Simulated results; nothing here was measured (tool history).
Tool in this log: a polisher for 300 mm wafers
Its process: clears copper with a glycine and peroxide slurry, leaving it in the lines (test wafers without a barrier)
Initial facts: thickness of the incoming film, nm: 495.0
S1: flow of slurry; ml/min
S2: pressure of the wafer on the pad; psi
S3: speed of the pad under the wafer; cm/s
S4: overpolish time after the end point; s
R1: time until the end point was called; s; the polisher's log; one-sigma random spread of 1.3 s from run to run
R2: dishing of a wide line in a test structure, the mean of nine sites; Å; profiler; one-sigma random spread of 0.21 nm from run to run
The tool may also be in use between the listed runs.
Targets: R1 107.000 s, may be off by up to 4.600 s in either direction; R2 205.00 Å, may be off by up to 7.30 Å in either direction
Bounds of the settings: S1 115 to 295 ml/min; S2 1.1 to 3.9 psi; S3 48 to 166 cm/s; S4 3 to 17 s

run 1 hour=0.0 | S1=190 S2=2.5 S3=106 S4=9 | R1=83.180 R2=277.50
run 2 hour=0.5 | S1=190 S2=2.4 S3=106 S4=9 | R1=86.670 R2=272.88
run 3 hour=8.8 | S1=190 S2=2.3 S3=106 S4=9 | R1=91.363 R2=264.80
run 4 hour=9.4 | S1=195 S2=2.1 S3=104 S4=8 | R1=98.655 R2=224.78
run 5 hour=16.0 | S1=195 S2=2.1 S3=104 S4=11 | R1=96.867 R2=284.58
run 6 hour=21.0 | S1=200 S2=2.1 S3=104 S4=11 | R1=98.498 R2=286.47
run 7 hour=29.9 | S1=200 S2=2.1 S3=104 S4=11 | R1=96.365 R2=283.05
run 8 hour=31.8 | S1=205 S2=2.1 S3=104 S4=11 | R1=96.428 R2=287.82
run 9 hour=36.4 | S1=210 S2=2.1 S3=104 S4=11 | R1=96.718 R2=290.52

Exercise: of the 5 proposed moves below, exactly one satisfies all targets within the stated allowed misses. Which move is it?
run A hour=41.0 | S1=225 S2=2.1 S3=122 S4=8 | R1=? R2=?
run B hour=41.0 | S1=195 S2=1.8 S3=106 S4=8 | R1=? R2=?
run C hour=41.0 | S1=190 S2=2.4 S3=106 S4=16 | R1=? R2=?
run D hour=41.0 | S1=210 S2=2.1 S3=118 S4=9 | R1=? R2=?
run E hour=41.0 | S1=225 S2=1.9 S3=98 S4=16 | R1=? R2=?

move=A R1=86.065 R2=253.77
move=B R1=109.500 R2=210.99
move=C R1=87.558 R2=400.38
move=D R1=88.925 R2=270.51
move=E R1=109.390 R2=349.77
A: an improvement on the last run, though not all results are within tolerance
B: every result lands within tolerance
C: lands further from the targets than the last run did
D: an improvement on the last run, though not all results are within tolerance
E: lands further from the targets than the last run did
The move that meets every target is B.
